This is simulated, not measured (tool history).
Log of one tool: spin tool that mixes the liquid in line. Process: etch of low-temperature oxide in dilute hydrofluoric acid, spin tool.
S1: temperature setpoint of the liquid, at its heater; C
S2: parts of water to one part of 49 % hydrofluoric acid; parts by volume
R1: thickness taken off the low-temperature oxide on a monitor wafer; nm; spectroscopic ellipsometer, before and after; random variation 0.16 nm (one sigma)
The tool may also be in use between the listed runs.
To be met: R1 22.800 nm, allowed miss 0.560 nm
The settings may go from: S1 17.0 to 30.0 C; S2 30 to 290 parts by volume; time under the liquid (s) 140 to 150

run 1 day=0.000 | S1=22.0 S2=160 time_under_the_liquid_(s)=140 | R1=14.667
run 2 day=0.054 | S1=22.0 S2=160 time_under_the_liquid_(s)=140 | R1=14.718
run 3 day=0.096 | S1=23.5 S2=155 time_under_the_liquid_(s)=140 | R1=16.119
run 4 day=0.467 | S1=23.5 S2=155 time_under_the_liquid_(s)=140 | R1=15.874
run 5 day=0.525 | S1=25.0 S2=150 time_under_the_liquid_(s)=140 | R1=17.645
run 6 day=0.567 | S1=26.0 S2=145 time_under_the_liquid_(s)=140 | R1=19.058
run 7 day=0.633 | S1=27.0 S2=145 time_under_the_liquid_(s)=140 | R1=19.798
run 8 day=0.917 | S1=27.5 S2=145 time_under_the_liquid_(s)=140 | R1=20.352
run 9 day=1.071 | S1=28.0 S2=145 time_under_the_liquid_(s)=140 | R1=20.507
run 10 day=1.367 | S1=28.5 S2=145 time_under_the_liquid_(s)=140 | R1=21.161
run 11 day=1.446 | S1=29.0 S2=145 time_under_the_liquid_(s)=140 | R1=21.250

Which of these 5 next moves meets every target?
run A day=1.525 | S1=30.0 S2=165 time_under_the_liquid_(s)=140 | R1=?
run B day=1.525 | S1=28.5 S2=140 time_under_the_liquid_(s)=145 | R1=?
run C day=1.525 | S1=30.0 S2=165 time_under_the_liquid_(s)=145 | R1=?
run D day=1.525 | S1=26.0 S2=135 time_under_the_liquid_(s)=140 | R1=?
run E day=1.525 | S1=30.0 S2=145 time_under_the_liquid_(s)=150 | R1=?

move=A R1=18.976
move=B R1=22.657
move=C R1=19.654
move=D R1=20.794
move=E R1=23.746
A: further off than the last run
B: meets every target
C: further off than the last run
D: further off than the last run
E: takes the result that was furthest off past its target
Answer: B

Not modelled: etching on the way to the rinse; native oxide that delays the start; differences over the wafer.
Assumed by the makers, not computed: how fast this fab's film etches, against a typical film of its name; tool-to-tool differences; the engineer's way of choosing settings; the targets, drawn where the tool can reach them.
